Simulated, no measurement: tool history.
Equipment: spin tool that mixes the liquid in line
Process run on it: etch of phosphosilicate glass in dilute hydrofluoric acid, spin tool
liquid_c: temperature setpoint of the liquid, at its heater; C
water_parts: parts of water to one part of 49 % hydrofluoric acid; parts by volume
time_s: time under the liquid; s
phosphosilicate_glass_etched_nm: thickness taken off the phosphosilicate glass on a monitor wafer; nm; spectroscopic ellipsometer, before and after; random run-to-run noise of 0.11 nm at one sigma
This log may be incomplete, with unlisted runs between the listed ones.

| run | hour | liquid_c | water_parts | time_s | phosphosilicate_glass_etched_nm |
|---|---|---|---|---|---|
| 1 | 0.0 | 23 | 140 | 15 | 5.8375 |
| 2 | 7.1 | 23 | 120 | 15 | 6.8594 |
| 3 | 7.8 | 26 | 120 | 15 | 7.6851 |
| 4 | 11.7 | 26 | 165 | 15 | 5.3168 |
| 5 | 19.0 | 24 | 165 | 15 | 4.9335 |
| 6 | 25.1 | 25 | 150 | 15 | 5.6916 |
| 7 | 26.1 | 26 | 140 | 15 | 6.4236 |

What will run 8 give?
| 8 | 28.4 | 30 | 85 | 15 | ? |

{"run 8": {"phosphosilicate_glass_etched_nm": 13.229}}
